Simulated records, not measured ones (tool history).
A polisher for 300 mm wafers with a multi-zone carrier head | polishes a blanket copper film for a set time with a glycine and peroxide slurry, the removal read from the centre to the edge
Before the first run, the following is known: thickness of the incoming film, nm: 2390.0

| run | hour | flow of slurry (ml/min) | pressure of the head's centre zone | pressure of the head's middle zone | pressure of the head's edge zone | polishing time (s) | film removed at the wafer's centre (nm) | film removed at mid-radius (nm) | film removed at the wafer's edge (nm) |
|---|---|---|---|---|---|---|---|---|---|
| 1 | 0.0 | 190 | 1.00 | 1.00 | 1.00 | 45 | 357.90 | 359.01 | 349.19 |
| 2 | 8.3 | 185 | 1.03 | 0.97 | 0.95 | 43 | 351.96 | 333.73 | 327.99 |
| 3 | 9.0 | 185 | 1.03 | 0.97 | 0.90 | 43 | 356.52 | 327.22 | 325.87 |
| 4 | 16.0 | 185 | 1.03 | 1.05 | 0.90 | 43 | 346.70 | 356.30 | 316.96 |
| 5 | 24.3 | 180 | 1.06 | 1.02 | 0.88 | 41 | 333.09 | 326.59 | 298.09 |
| 6 | 29.2 | 180 | 1.01 | 1.02 | 0.88 | 41 | 323.67 | 325.13 | 305.81 |
| 7 | 30.6 | 175 | 1.05 | 0.99 | 0.86 | 40 | 328.36 | 309.06 | 282.65 |

Estimate the outcome of run 8 from the log above:
| 8 | 39.6 | 165 | 1.05 | 0.96 | 0.86 | 40 | ? | ? | ? |

{"run 8": {"film removed at the wafer's centre (nm)": 330.9, "film removed at mid-radius (nm)": 300.7, "film removed at the wafer's edge (nm)": 285.32}}
